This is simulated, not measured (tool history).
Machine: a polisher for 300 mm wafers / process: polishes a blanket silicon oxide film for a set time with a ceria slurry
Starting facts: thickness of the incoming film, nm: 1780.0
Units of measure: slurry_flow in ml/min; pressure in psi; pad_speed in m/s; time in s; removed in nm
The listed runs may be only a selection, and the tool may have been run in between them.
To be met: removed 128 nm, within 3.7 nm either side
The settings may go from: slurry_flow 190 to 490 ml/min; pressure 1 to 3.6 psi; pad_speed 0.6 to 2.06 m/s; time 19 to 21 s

{"run": 1, "day": 0.0, "slurry_flow": 315, "pressure": 2.3, "pad_speed": 1.32, "time": 21, "removed": 89.479}
{"run": 2, "day": 0.246, "slurry_flow": 315, "pressure": 2.3, "pad_speed": 1.32, "time": 21, "removed": 88.64}
{"run": 3, "day": 0.583, "slurry_flow": 315, "pressure": 2.3, "pad_speed": 1.32, "time": 19, "removed": 80.111}
{"run": 4, "day": 0.808, "slurry_flow": 315, "pressure": 2.5, "pad_speed": 1.32, "time": 19, "removed": 87.802}
{"run": 5, "day": 0.967, "slurry_flow": 315, "pressure": 2, "pad_speed": 1.32, "time": 19, "removed": 70.901}
{"run": 6, "day": 1.167, "slurry_flow": 355, "pressure": 2, "pad_speed": 1.32, "time": 19, "removed": 71.516}
{"run": 7, "day": 1.442, "slurry_flow": 355, "pressure": 2.2, "pad_speed": 1.32, "time": 19, "removed": 78.014}
{"run": 8, "day": 1.662, "slurry_flow": 355, "pressure": 2.4, "pad_speed": 1.32, "time": 19, "removed": 85.673}
{"run": 9, "day": 1.854, "slurry_flow": 355, "pressure": 2.6, "pad_speed": 1.32, "time": 19, "removed": 91.94}
{"run": 10, "day": 1.929, "slurry_flow": 355, "pressure": 2.7, "pad_speed": 1.32, "time": 19, "removed": 95.316}
{"run": 11, "day": 2.196, "slurry_flow": 355, "pressure": 2.7, "pad_speed": 1.32, "time": 19, "removed": 95.797}
{"run": 12, "day": 2.238, "slurry_flow": 355, "pressure": 2.8, "pad_speed": 1.32, "time": 19, "removed": 98.259}
{"run": 13, "day": 2.271, "slurry_flow": 355, "pressure": 2.9, "pad_speed": 1.32, "time": 19, "removed": 103.65}
{"run": 14, "day": 2.638, "slurry_flow": 355, "pressure": 3, "pad_speed": 1.32, "time": 19, "removed": 106.08}
{"run": 15, "day": 2.958, "slurry_flow": 355, "pressure": 3.1, "pad_speed": 1.32, "time": 19, "removed": 109.81}
{"run": 16, "day": 3.158, "slurry_flow": 355, "pressure": 3.2, "pad_speed": 1.32, "time": 19, "removed": 112}
{"run": 17, "day": 3.242, "slurry_flow": 355, "pressure": 3.3, "pad_speed": 1.32, "time": 19, "removed": 114.86}
{"run": 18, "day": 3.521, "slurry_flow": 360, "pressure": 3.4, "pad_speed": 1.32, "time": 19, "removed": 120.08}
{"run": 19, "day": 3.729, "slurry_flow": 360, "pressure": 3.5, "pad_speed": 1.32, "time": 19, "removed": 122.1}
{"run": 20, "day": 3.754, "slurry_flow": 360, "pressure": 3.5, "pad_speed": 1.32, "time": 19, "removed": 123.95}

Which single option among these 4 for the next run brings every result within its allowed miss of target? Just one does.
{"run": "A", "day": 3.779, "slurry_flow": 300, "pressure": 3.2, "pad_speed": 1.36, "time": 19, "removed": "?"}
{"run": "B", "day": 3.779, "slurry_flow": 325, "pressure": 3.1, "pad_speed": 1.26, "time": 21, "removed": "?"}
{"run": "C", "day": 3.779, "slurry_flow": 370, "pressure": 3.4, "pad_speed": 1.28, "time": 21, "removed": "?"}
{"run": "D", "day": 3.779, "slurry_flow": 350, "pressure": 3.6, "pad_speed": 1.2, "time": 19, "removed": "?"}

move=A removed=112.56
move=B removed=114.55
move=C removed=128.31
move=D removed=116.34
A: lands further from the targets than the last run did
B: lands further from the targets than the last run did
C: every result lands within tolerance
D: lands further from the targets than the last run did
C is the move that brings every result within its allowed miss.

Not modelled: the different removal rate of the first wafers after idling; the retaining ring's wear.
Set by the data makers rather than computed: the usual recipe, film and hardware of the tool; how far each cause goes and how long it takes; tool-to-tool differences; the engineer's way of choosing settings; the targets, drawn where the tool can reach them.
